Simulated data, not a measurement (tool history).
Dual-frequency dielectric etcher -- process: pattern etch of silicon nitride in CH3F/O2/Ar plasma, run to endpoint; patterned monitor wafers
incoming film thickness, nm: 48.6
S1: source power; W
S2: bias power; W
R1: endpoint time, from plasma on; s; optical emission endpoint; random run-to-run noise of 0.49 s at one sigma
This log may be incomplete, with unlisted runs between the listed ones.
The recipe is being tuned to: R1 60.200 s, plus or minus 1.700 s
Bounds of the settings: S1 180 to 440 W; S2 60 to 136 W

run	hour	S1	S2	R1
1	0.0	310	98	68.326
2	4.3	330	100	66.095
3	5.6	330	92	67.777
4	8.6	330	98	66.424
5	11.3	340	100	65.655
6	17.4	320	100	65.719
7	18.4	330	103	65.570
8	25.4	340	105	64.672
9	26.5	350	107	62.863

Next run, 5 choices. One meets every target within its allowed miss, the rest don't. Which?
A	27.6	380	111	?
B	27.6	340	104	?
C	27.6	340	100	?
D	27.6	310	91	?
E	27.6	280	112	?

move	R1
A	61.247
B	65.035
C	65.840
D	70.031
E	67.975
A: all results land within tolerance of their targets
B: the biggest miss grows against the last run
C: the biggest miss grows against the last run
D: the biggest miss grows against the last run
E: the biggest miss grows against the last run
So the answer is move A, the one that meets all the targets.

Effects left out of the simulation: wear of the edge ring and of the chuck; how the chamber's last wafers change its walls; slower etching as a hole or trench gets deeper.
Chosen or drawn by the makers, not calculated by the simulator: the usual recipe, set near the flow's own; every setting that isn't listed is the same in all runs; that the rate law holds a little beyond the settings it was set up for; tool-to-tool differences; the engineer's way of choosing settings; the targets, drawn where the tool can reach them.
